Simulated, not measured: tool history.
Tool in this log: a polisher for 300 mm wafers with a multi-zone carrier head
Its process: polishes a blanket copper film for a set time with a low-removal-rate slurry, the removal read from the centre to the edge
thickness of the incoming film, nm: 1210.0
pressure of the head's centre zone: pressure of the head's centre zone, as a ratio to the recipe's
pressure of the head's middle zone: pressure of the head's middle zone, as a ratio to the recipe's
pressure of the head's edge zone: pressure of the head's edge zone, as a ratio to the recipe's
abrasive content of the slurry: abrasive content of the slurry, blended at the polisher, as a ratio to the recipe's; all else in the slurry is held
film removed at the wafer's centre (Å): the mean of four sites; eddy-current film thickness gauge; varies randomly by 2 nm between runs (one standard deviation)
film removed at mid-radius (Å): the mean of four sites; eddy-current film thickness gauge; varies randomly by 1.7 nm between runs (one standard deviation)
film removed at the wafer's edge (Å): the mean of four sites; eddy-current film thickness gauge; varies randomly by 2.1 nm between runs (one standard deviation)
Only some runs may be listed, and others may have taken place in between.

run	hour	flow of slurry (ml/min)	pressure of the head's centre zone	pressure of the head's middle zone	pressure of the head's edge zone	abrasive content of the slurry	polishing time (s)	film removed at the wafer's centre (Å)	film removed at mid-radius (Å)	film removed at the wafer's edge (Å)
1	0	210	1	1	1	1	71	1542.5	1554.5	1586.7
2	5.9	215	0.98	0.99	1.04	1.1	72	1528.7	1595.6	1670.8
3	7.8	220	0.98	0.97	1.07	1.15	73	1583.9	1623.7	1741
4	14.1	220	0.97	0.95	1.09	1.2	74	1638.6	1647.6	1807
5	18.3	220	1.01	0.95	1.09	1.2	74	1668.3	1636.6	1834.8
6	23.2	220	1.01	0.95	1.09	1.05	74	1675.5	1611.4	1756.3
7	24.2	220	0.99	0.94	1.11	1.15	74	1625.9	1600.6	1788.4
8	30	220	0.98	0.93	1.13	1.2	74	1637.5	1628.7	1830.6
9	35.4	215	0.96	0.92	1.14	1.25	75	1606.9	1637.1	1912.5
# hour 39.8: slurry nozzle cleaned
10	39.8	215	0.96	0.92	1.15	1.3	75	1711.8	1669.1	1938

Run 11 is up next; what results do you expect?
11	47.9	215	0.94	0.91	1.16	1.3	75	?	?	?

{"run 11": {"film removed at the wafer's centre (Å)": 1674.7, "film removed at mid-radius (Å)": 1655.4, "film removed at the wafer's edge (Å)": 1965.1}}
